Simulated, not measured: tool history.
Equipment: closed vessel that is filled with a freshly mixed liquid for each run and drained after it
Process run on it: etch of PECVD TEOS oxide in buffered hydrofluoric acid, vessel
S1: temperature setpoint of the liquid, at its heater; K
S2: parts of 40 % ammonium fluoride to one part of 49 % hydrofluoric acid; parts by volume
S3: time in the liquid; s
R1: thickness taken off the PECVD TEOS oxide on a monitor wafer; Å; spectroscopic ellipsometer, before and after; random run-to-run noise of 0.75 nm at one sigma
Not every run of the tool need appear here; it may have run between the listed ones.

Run 1, hour 0.0: S1 294.15 K, S2 13.5 parts by volume, S3 90 s. Result: R1 1634.9 Å.
Run 2, hour 2.5: S1 295.65 K, S2 13.5 parts by volume, S3 90 s. Result: R1 1764.5 Å.
Run 3, hour 5.6: S1 296.65 K, S2 13.5 parts by volume, S3 90 s. Result: R1 1872.8 Å.
Run 4, hour 7.7: S1 296.65 K, S2 17.0 parts by volume, S3 90 s. Result: R1 1494.0 Å.
Run 5, hour 13.2: S1 298.65 K, S2 17.0 parts by volume, S3 90 s. Result: R1 1674.2 Å.
Run 6, hour 21.5: S1 298.65 K, S2 17.0 parts by volume, S3 90 s. Result: R1 1675.1 Å.
Run 7, hour 28.5: S1 299.65 K, S2 17.0 parts by volume, S3 90 s. Result: R1 1765.0 Å.

Estimate the outcome of run 8 from the log above:
Run 8, hour 34.4: S1 302.15 K, S2 16.5 parts by volume, S3 90 s. Result: R1 ?.

R1: 2074.6 Å
